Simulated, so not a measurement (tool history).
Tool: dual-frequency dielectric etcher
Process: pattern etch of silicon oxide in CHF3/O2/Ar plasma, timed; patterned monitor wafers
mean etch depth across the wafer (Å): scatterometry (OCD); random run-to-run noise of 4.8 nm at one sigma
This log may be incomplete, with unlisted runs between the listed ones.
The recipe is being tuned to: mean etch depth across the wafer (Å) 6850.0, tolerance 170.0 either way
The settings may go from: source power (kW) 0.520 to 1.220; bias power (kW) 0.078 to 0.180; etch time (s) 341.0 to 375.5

run	hour	source power (kW)	bias power (kW)	etch time (s)	mean etch depth across the wafer (Å)
1	0.0	0.870	0.129	375.5	7635.5
2	6.7	0.960	0.129	375.5	8207.1
3	9.7	0.940	0.128	375.0	8063.9
4	18.6	1.020	0.128	375.0	8346.4
5	20.6	1.130	0.128	375.0	8807.1
6	23.4	1.050	0.128	375.0	8582.0
7	27.5	0.870	0.102	354.5	6589.2
8	29.1	0.870	0.102	354.5	6580.7

Which one of the following 5 next-run settings gets every result inside its allowed miss? There is exactly one.
A	30.7	0.900	0.091	375.5	?
B	30.7	0.730	0.106	375.5	?
C	30.7	0.960	0.088	348.0	?
D	30.7	0.800	0.101	364.5	?
E	30.7	0.960	0.090	341.0	?

move	mean etch depth across the wafer (Å)
A	6961.0
B	6520.1
C	6607.7
D	6565.7
E	6529.8
A: in spec on every target
B: the biggest miss grows against the last run
C: moves toward the targets from the last run without getting all of them in spec
D: the biggest miss grows against the last run
E: the biggest miss grows against the last run
A is the move that brings every result within its allowed miss.
